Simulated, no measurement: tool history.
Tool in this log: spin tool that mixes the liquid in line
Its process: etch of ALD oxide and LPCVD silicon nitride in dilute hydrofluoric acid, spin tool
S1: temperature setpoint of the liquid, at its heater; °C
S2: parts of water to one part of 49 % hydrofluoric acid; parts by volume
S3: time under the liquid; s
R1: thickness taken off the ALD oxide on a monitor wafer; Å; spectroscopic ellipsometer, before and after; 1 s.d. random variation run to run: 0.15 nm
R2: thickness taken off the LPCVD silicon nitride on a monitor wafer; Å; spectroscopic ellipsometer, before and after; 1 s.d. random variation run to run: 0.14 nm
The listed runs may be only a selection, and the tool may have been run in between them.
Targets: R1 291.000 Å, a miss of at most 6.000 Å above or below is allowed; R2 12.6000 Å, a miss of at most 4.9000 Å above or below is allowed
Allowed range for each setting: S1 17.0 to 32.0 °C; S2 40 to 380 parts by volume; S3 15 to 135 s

{"run": 1, "hour": 0.0, "S1": 24.0, "S2": 210, "S3": 70, "R1": 42.384, "R2": 1.6415}
{"run": 2, "hour": 7.9, "S1": 26.5, "S2": 155, "S3": 85, "R1": 81.375, "R2": 3.2902}
{"run": 3, "hour": 11.4, "S1": 28.0, "S2": 120, "S3": 95, "R1": 130.36, "R2": 5.2612}
{"run": 4, "hour": 19.4, "S1": 29.0, "S2": 95, "S3": 95, "R1": 177.07, "R2": 7.1675}
{"run": 5, "hour": 20.0, "S1": 30.0, "S2": 80, "S3": 95, "R1": 222.09, "R2": 7.4588}
{"run": 6, "hour": 26.8, "S1": 30.5, "S2": 75, "S3": 95, "R1": 244.78, "R2": 13.874}
{"run": 7, "hour": 33.5, "S1": 30.5, "S2": 70, "S3": 95, "R1": 266.21, "R2": 12.092}
{"run": 8, "hour": 34.4, "S1": 31.0, "S2": 70, "S3": 95, "R1": 271.12, "R2": 10.362}
{"run": 9, "hour": 37.2, "S1": 31.5, "S2": 70, "S3": 95, "R1": 273.88, "R2": 11.665}
{"run": 10, "hour": 42.5, "S1": 32.0, "S2": 70, "S3": 95, "R1": 277.63, "R2": 16.044}
{"run": 11, "hour": 49.6, "S1": 30.0, "S2": 50, "S3": 95, "R1": 375.4, "R2": 14.888}
{"run": 12, "hour": 57.8, "S1": 30.0, "S2": 55, "S3": 95, "R1": 339.29, "R2": 17.191}
{"run": 13, "hour": 64.8, "S1": 30.0, "S2": 60, "S3": 95, "R1": 307.26, "R2": 15.649}
{"run": 14, "hour": 65.4, "S1": 29.5, "S2": 60, "S3": 95, "R1": 303.84, "R2": 12.641}
{"run": 15, "hour": 72.8, "S1": 30.0, "S2": 65, "S3": 95, "R1": 281.91, "R2": 12.093}
{"run": 16, "hour": 78.0, "S1": 31.5, "S2": 60, "S3": 95, "R1": 326.65, "R2": 12.341}
{"hour": 81.4, "done": "hydrofluoric acid flow meter replaced"}
{"run": 17, "hour": 81.4, "S1": 30.5, "S2": 60, "S3": 95, "R1": 338.2, "R2": 13.379}

Which single option among these 4 for the next run brings every result within its allowed miss of target? Just one does.
{"run": "A", "hour": 84.8, "S1": 32.0, "S2": 100, "S3": 130, "R1": "?", "R2": "?"}
{"run": "B", "hour": 84.8, "S1": 28.5, "S2": 70, "S3": 105, "R1": "?", "R2": "?"}
{"run": "C", "hour": 84.8, "S1": 21.0, "S2": 50, "S3": 95, "R1": "?", "R2": "?"}
{"run": "D", "hour": 84.8, "S1": 28.0, "S2": 40, "S3": 85, "R1": "?", "R2": "?"}

move=A R1=277.430 R2=10.6740
move=B R1=292.870 R2=9.8832
move=C R1=281.020 R2=7.5454
move=D R1=424.980 R2=13.4560
A: pushes the last run's worst result past its target
B: all results land within tolerance of their targets
C: pushes the last run's worst result past its target
D: its largest miss is bigger than the last run's
The right move is B.
